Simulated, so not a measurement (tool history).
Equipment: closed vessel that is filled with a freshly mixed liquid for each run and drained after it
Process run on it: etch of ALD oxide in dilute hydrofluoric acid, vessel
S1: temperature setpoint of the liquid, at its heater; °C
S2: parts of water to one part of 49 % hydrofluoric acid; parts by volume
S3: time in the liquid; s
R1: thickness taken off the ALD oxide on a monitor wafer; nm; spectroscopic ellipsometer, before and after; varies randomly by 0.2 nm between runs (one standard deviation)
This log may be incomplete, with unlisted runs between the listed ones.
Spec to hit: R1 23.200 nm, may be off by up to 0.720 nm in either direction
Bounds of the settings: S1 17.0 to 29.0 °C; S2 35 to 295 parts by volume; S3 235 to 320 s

run 1 day=0.000 | S1=21.0 S2=165 S3=320 | R1=16.161
run 2 day=0.304 | S1=21.0 S2=165 S3=235 | R1=12.181
run 3 day=0.658 | S1=21.0 S2=130 S3=235 | R1=15.985
run 4 day=0.738 | S1=23.0 S2=125 S3=235 | R1=18.107
run 5 day=1.129 | S1=24.5 S2=125 S3=235 | R1=19.257
run 6 day=1.521 | S1=25.5 S2=125 S3=235 | R1=19.824
run 7 day=1.854 | S1=26.5 S2=125 S3=235 | R1=20.463
run 8 day=2.112 | S1=29.0 S2=115 S3=235 | R1=25.237

Exercise: of the 5 proposed moves below, exactly one satisfies all targets within the stated allowed misses. Which move is it?
run A day=2.371 | S1=27.5 S2=130 S3=320 | R1=?
run B day=2.371 | S1=28.5 S2=120 S3=235 | R1=?
run C day=2.371 | S1=26.5 S2=100 S3=235 | R1=?
run D day=2.371 | S1=26.5 S2=105 S3=235 | R1=?
run E day=2.371 | S1=28.5 S2=115 S3=235 | R1=?

move=A R1=28.493
move=B R1=23.840
move=C R1=27.217
move=D R1=25.753
move=E R1=25.043
A: the biggest miss grows against the last run
B: each result inside its tolerance
C: the biggest miss grows against the last run
D: the biggest miss grows against the last run
E: nearer the targets than the last run, but a result is still out of spec
The move that meets every target is B.
